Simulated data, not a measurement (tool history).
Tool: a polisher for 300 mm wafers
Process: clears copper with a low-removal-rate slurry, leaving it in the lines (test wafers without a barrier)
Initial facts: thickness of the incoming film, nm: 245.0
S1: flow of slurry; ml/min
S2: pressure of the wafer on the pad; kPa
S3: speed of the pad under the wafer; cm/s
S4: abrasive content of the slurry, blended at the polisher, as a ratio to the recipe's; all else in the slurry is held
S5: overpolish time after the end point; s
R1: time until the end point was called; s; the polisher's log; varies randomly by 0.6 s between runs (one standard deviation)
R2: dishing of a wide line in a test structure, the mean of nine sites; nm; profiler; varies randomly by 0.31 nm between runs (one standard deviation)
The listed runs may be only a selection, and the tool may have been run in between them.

run  hour   S1    S2   S3  S4  S5      R1      R2
  1     0  285  17.2  122   1  21   96.44  35.365
  2   4.5  290  17.9  124   1  17  91.282  30.895
  3  12.1  295  18.6  124   1  14  86.165  27.787
  4  17.2  295  18.6  124   1   8  86.501  17.089
  5  25.7  295  18.6  124   1   6  89.194  13.021
  6  33.7  300  19.3  124   1   7  84.578  15.588
  7  41.9  300    20  124   1   8  81.815  18.019
  8  48.3  305  20.7  124   1   8  78.795  18.366
  9  51.1  300  22.1  124   1  14   74.49   31.22
 10  56.5  330  21.4  130   1   9  73.117   22.17
 11  64.9  335  21.4  130   1   9  73.385  21.809
 12  65.8  335  21.4  130   1  12  73.684  28.047
 13  74.7  320  21.4  130   1  12  72.867  28.003

Run 14, settings as shown, results not yet in. Your forecast:
 14  80.2  320  21.4  130   1  11   ?   ?

{"run 14": {"R1": 73.103, "R2": 26.614}}

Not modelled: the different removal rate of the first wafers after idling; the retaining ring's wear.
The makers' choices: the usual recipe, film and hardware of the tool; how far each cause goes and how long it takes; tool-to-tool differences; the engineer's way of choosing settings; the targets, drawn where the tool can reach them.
